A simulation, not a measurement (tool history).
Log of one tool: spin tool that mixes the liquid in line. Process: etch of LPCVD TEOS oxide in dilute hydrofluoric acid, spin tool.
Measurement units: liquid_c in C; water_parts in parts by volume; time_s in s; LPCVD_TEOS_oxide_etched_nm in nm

run 1 hour=0.0 | liquid_c=22.0 water_parts=180 time_s=160 | LPCVD_TEOS_oxide_etched_nm=22.452
run 2 hour=2.3 | liquid_c=22.5 water_parts=180 time_s=160 | LPCVD_TEOS_oxide_etched_nm=22.340
run 3 hour=6.0 | liquid_c=22.5 water_parts=205 time_s=160 | LPCVD_TEOS_oxide_etched_nm=19.555
run 4 hour=8.7 | liquid_c=24.0 water_parts=205 time_s=160 | LPCVD_TEOS_oxide_etched_nm=20.393
-- hour=13.0 hydrofluoric acid flow meter replaced
run 5 hour=13.0 | liquid_c=24.0 water_parts=260 time_s=160 | LPCVD_TEOS_oxide_etched_nm=14.056
run 6 hour=21.2 | liquid_c=24.0 water_parts=260 time_s=160 | LPCVD_TEOS_oxide_etched_nm=14.096
run 7 hour=28.1 | liquid_c=25.5 water_parts=245 time_s=160 | LPCVD_TEOS_oxide_etched_nm=15.797
run 8 hour=32.8 | liquid_c=26.5 water_parts=230 time_s=160 | LPCVD_TEOS_oxide_etched_nm=18.003
run 9 hour=39.9 | liquid_c=27.5 water_parts=220 time_s=160 | LPCVD_TEOS_oxide_etched_nm=19.673
run 10 hour=40.7 | liquid_c=28.0 water_parts=215 time_s=160 | LPCVD_TEOS_oxide_etched_nm=20.458
run 11 hour=45.7 | liquid_c=28.5 water_parts=210 time_s=160 | LPCVD_TEOS_oxide_etched_nm=21.437

Run 12 is up next; what results do you expect?
run 12 hour=54.5 | liquid_c=29.0 water_parts=205 time_s=160 | LPCVD_TEOS_oxide_etched_nm=?

LPCVD_TEOS_oxide_etched_nm: 22.849 nm

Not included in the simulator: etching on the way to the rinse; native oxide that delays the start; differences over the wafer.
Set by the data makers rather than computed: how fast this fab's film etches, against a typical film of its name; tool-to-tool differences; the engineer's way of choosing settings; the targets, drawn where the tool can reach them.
